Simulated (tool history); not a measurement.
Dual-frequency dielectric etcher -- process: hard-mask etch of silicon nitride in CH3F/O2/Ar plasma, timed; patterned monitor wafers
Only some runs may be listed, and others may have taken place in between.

run	hour	source power (kW)	bias power (kW)	etch time (s)	mean etch depth across the wafer (Å)
1	0.0	0.420	0.095	184.0	1379.6
2	8.6	0.420	0.095	193.0	1454.5
3	10.2	0.420	0.086	193.0	1395.0
4	12.6	0.420	0.086	193.0	1397.1
5	20.8	0.400	0.083	192.5	1329.3
6	28.0	0.380	0.082	192.5	1288.1
7	32.3	0.370	0.082	192.5	1267.7
8	32.9	0.360	0.082	192.5	1263.6

Predict the results of run 9:
9	36.8	0.360	0.082	192.5	?

Logged for run 9: mean etch depth across the wafer (Å) 1263.8.

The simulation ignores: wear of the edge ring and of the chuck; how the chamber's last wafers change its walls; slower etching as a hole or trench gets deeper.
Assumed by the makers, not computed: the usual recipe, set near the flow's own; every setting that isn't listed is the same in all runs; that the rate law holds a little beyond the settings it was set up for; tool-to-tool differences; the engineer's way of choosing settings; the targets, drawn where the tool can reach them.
